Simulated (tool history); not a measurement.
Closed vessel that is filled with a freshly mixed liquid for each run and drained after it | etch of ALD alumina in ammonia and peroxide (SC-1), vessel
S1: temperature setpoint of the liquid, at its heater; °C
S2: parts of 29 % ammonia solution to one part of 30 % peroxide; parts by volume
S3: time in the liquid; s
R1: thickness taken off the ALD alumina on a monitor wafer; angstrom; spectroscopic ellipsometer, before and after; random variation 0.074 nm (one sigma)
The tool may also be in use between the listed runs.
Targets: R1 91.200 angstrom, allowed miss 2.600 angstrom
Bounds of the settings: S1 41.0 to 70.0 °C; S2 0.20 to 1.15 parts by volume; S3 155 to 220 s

| run | day | S1 | S2 | S3 | R1 |
|---|---|---|---|---|---|
| 1 | 0.000 | 57.0 | 0.65 | 220 | 116.380 |
| 2 | 0.029 | 56.0 | 0.65 | 220 | 108.930 |
| 3 | 0.371 | 56.0 | 0.65 | 155 | 79.157 |
| 4 | 0.421 | 56.0 | 0.65 | 155 | 77.296 |
| 5 | 0.750 | 56.5 | 0.65 | 155 | 79.985 |
| 6 | 1.083 | 57.0 | 0.65 | 155 | 82.127 |
| 7 | 1.408 | 57.5 | 0.65 | 155 | 83.555 |
| 8 | 1.588 | 58.0 | 0.65 | 155 | 85.719 |

Which of these 5 next moves meets every target?
| A | 1.767 | 53.5 | 0.50 | 180 | ? |
| B | 1.767 | 57.0 | 0.60 | 175 | ? |
| C | 1.767 | 51.0 | 0.55 | 210 | ? |
| D | 1.767 | 52.0 | 0.70 | 210 | ? |
| E | 1.767 | 52.5 | 0.65 | 200 | ? |

| move | R1 |
|---|---|
| A | 76.776 |
| B | 91.424 |
| C | 78.945 |
| D | 85.285 |
| E | 82.868 |
A: further off than the last run
B: meets every target
C: further off than the last run
D: further off than the last run
E: further off than the last run
The right move is B.

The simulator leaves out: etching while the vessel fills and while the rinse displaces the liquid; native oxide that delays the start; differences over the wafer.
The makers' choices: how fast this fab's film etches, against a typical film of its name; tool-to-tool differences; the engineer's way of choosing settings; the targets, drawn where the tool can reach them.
